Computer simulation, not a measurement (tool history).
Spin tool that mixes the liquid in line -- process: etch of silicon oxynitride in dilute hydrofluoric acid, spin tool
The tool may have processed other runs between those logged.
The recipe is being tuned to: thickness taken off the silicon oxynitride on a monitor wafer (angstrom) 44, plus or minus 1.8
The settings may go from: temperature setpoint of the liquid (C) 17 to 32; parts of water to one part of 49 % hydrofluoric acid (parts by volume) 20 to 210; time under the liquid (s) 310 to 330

| run | day | temperature setpoint of the liquid (C) | parts of water to one part of 49 % hydrofluoric acid (parts by volume) | time under the liquid (s) | thickness taken off the silicon oxynitride on a monitor wafer (angstrom) |
|---|---|---|---|---|---|
| 1 | 0 | 24 | 115 | 310 | 49.576 |
| 2 | 0.329 | 25.5 | 115 | 310 | 50.945 |
| 3 | 0.704 | 25.5 | 90 | 310 | 67.614 |
| 4 | 1.067 | 23.5 | 95 | 310 | 58.793 |
| 5 | 1.212 | 22 | 95 | 310 | 54.217 |
| 6 | 1.475 | 22 | 95 | 330 | 58.12 |
| 7 | 1.508 | 20.5 | 95 | 330 | 54.448 |
| 8 | 1.638 | 19.5 | 95 | 330 | 50.921 |
|  | 1.758 | hydrofluoric acid flow meter replaced |
| 9 | 1.758 | 19 | 95 | 330 | 54.768 |
| 10 | 2.1 | 18.5 | 100 | 330 | 51.619 |
| 11 | 2.275 | 18 | 105 | 330 | 47.073 |

Which single option among these 5 for the next run brings every result within its allowed miss of target? Just one does.
| A | 2.45 | 17.5 | 110 | 330 | ? |
| B | 2.45 | 17.5 | 90 | 330 | ? |
| C | 2.45 | 17.5 | 85 | 310 | ? |
| D | 2.45 | 19.5 | 100 | 310 | ? |
| E | 2.45 | 17 | 100 | 330 | ? |

| move | thickness taken off the silicon oxynitride on a monitor wafer (angstrom) |
|---|---|
| A | 43.515 |
| B | 53.889 |
| C | 53.779 |
| D | 49.977 |
| E | 46.99 |
A: meets every target
B: misses by more than the last run did
C: misses by more than the last run did
D: misses by more than the last run did
E: no nearer and no further than the last run
The move that meets every target is A.

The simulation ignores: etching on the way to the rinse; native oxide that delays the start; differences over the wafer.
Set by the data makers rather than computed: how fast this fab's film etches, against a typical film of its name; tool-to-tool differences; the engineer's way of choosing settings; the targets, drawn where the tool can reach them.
